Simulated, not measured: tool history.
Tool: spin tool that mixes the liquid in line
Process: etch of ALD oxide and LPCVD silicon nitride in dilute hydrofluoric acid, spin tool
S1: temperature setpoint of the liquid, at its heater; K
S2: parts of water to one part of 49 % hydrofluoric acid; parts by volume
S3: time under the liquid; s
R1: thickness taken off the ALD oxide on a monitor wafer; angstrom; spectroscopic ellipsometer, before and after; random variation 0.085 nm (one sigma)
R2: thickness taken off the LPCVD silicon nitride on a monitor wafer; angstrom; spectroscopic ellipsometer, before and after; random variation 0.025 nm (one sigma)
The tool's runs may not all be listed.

Run 1, hour 0: S1 294.15 K, S2 80 parts by volume, S3 130 s. Result: R1 267.21 angstrom, R2 8.1554 angstrom.
Run 2, hour 6.6: S1 293.65 K, S2 80 parts by volume, S3 130 s. Result: R1 262.45 angstrom, R2 7.7108 angstrom.
Run 3, hour 8.9: S1 293.15 K, S2 85 parts by volume, S3 130 s. Result: R1 239.83 angstrom, R2 7.3488 angstrom.
Run 4, hour 16.4: S1 292.65 K, S2 85 parts by volume, S3 130 s. Result: R1 235.21 angstrom, R2 7.2762 angstrom.
At hour 19.5: thermometer replaced.
Run 5, hour 19.5: S1 292.65 K, S2 85 parts by volume, S3 185 s. Result: R1 310.79 angstrom, R2 8.7373 angstrom.
Run 6, hour 24.3: S1 292.65 K, S2 85 parts by volume, S3 235 s. Result: R1 393.48 angstrom, R2 10.828 angstrom.
Run 7, hour 25.3: S1 292.15 K, S2 95 parts by volume, S3 235 s. Result: R1 343.13 angstrom, R2 8.9897 angstrom.
Run 8, hour 31.9: S1 293.65 K, S2 125 parts by volume, S3 235 s. Result: R1 269.12 angstrom, R2 8.3788 angstrom.
Run 9, hour 39.3: S1 293.15 K, S2 125 parts by volume, S3 235 s. Result: R1 264.48 angstrom, R2 8.3579 angstrom.
Run 10, hour 45.5: S1 292.65 K, S2 125 parts by volume, S3 235 s. Result: R1 256.32 angstrom, R2 7.913 angstrom.
Run 11, hour 46.8: S1 292.65 K, S2 125 parts by volume, S3 235 s. Result: R1 258.51 angstrom, R2 7.55 angstrom.
Run 12, hour 53.4: S1 292.65 K, S2 130 parts by volume, S3 235 s. Result: R1 247.07 angstrom, R2 6.9222 angstrom.
Run 13, hour 59.6: S1 292.65 K, S2 135 parts by volume, S3 235 s. Result: R1 234.64 angstrom, R2 7.0271 angstrom.
Run 14, hour 64.4: S1 292.65 K, S2 140 parts by volume, S3 235 s. Result: R1 227.97 angstrom, R2 6.5152 angstrom.
Run 15, hour 65.8: S1 293.15 K, S2 140 parts by volume, S3 230 s. Result: R1 227.31 angstrom, R2 6.8252 angstrom.

Run 16 comes next. What will it give?
Run 16, hour 66.8: S1 293.15 K, S2 145 parts by volume, S3 230 s. Result: R1 ?, R2 ?.

Run 16 gave R1 216.83 angstrom, R2 6.6409 angstrom.

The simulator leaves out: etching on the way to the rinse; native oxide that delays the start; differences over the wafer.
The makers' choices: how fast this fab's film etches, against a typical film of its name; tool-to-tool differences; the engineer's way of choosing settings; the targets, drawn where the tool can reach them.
